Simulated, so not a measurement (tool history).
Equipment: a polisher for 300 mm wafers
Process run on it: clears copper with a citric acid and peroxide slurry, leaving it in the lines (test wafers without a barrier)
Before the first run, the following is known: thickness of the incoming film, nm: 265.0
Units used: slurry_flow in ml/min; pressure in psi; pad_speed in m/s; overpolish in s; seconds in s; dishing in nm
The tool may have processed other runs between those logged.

Run 1, day 0.000: slurry_flow 260 ml/min, pressure 3.8 psi, pad_speed 1.22 m/s, slurry_solids 1.0, overpolish 10 s. Result: seconds 67.741 s, dishing 17.8420 nm.
Run 2, day 0.117: slurry_flow 260 ml/min, pressure 3.8 psi, pad_speed 1.06 m/s, slurry_solids 1.0, overpolish 10 s. Result: seconds 78.233 s, dishing 16.6280 nm.
Run 3, day 0.442: slurry_flow 260 ml/min, pressure 3.1 psi, pad_speed 1.06 m/s, slurry_solids 1.0, overpolish 10 s. Result: seconds 94.830 s, dishing 14.4600 nm.
Run 4, day 0.650: slurry_flow 260 ml/min, pressure 3.1 psi, pad_speed 1.06 m/s, slurry_solids 1.0, overpolish 7 s. Result: seconds 95.327 s, dishing 11.0350 nm.
Run 5, day 0.717: slurry_flow 260 ml/min, pressure 2.7 psi, pad_speed 1.06 m/s, slurry_solids 1.0, overpolish 7 s. Result: seconds 107.490 s, dishing 10.0280 nm.
Run 6, day 0.767: slurry_flow 255 ml/min, pressure 2.8 psi, pad_speed 1.12 m/s, slurry_solids 1.0, overpolish 6 s. Result: seconds 99.741 s, dishing 9.5066 nm.
Run 7, day 0.829: slurry_flow 250 ml/min, pressure 3.0 psi, pad_speed 1.16 m/s, slurry_solids 1.0, overpolish 6 s. Result: seconds 88.548 s, dishing 10.0870 nm.
Run 8, day 0.962: slurry_flow 250 ml/min, pressure 3.0 psi, pad_speed 1.16 m/s, slurry_solids 1.0, overpolish 6 s. Result: seconds 87.437 s, dishing 9.9620 nm.
Run 9, day 1.183: slurry_flow 245 ml/min, pressure 3.2 psi, pad_speed 1.18 m/s, slurry_solids 1.0, overpolish 6 s. Result: seconds 81.408 s, dishing 10.7730 nm.

What will run 10 give?
Run 10, day 1.454: slurry_flow 315 ml/min, pressure 3.8 psi, pad_speed 1.42 m/s, slurry_solids 1.2, overpolish 3 s. Result: seconds ?, dishing ?.

{"run 10": {"seconds": 54.665, "dishing": 8.7271}}
